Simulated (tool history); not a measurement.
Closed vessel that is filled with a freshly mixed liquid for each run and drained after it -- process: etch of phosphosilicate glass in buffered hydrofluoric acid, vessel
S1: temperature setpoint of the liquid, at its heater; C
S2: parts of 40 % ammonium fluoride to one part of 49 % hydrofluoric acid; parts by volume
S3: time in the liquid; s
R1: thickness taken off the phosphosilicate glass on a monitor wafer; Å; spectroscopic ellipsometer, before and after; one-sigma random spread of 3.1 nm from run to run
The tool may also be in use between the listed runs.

Run 1, hour 0: S1 23 C, S2 11 parts by volume, S3 90 s. Result: R1 4483.6 Å.
Run 2, hour 8.1: S1 23 C, S2 11 parts by volume, S3 100 s. Result: R1 5062.8 Å.
Run 3, hour 15.7: S1 23 C, S2 11 parts by volume, S3 90 s. Result: R1 4545.7 Å.
Run 4, hour 23.7: S1 23 C, S2 11 parts by volume, S3 90 s. Result: R1 4483 Å.
Run 5, hour 25.6: S1 22.5 C, S2 11 parts by volume, S3 90 s. Result: R1 4450.6 Å.
Run 6, hour 29.9: S1 22.5 C, S2 11 parts by volume, S3 90 s. Result: R1 4510.5 Å.

Expected results for the next run?
At hour 37.2: hydrofluoric acid flow meter replaced.
Run 7, hour 37.2: S1 22 C, S2 11.5 parts by volume, S3 90 s. Result: R1 ?.

Run 7 produced R1 3890.7 Å.

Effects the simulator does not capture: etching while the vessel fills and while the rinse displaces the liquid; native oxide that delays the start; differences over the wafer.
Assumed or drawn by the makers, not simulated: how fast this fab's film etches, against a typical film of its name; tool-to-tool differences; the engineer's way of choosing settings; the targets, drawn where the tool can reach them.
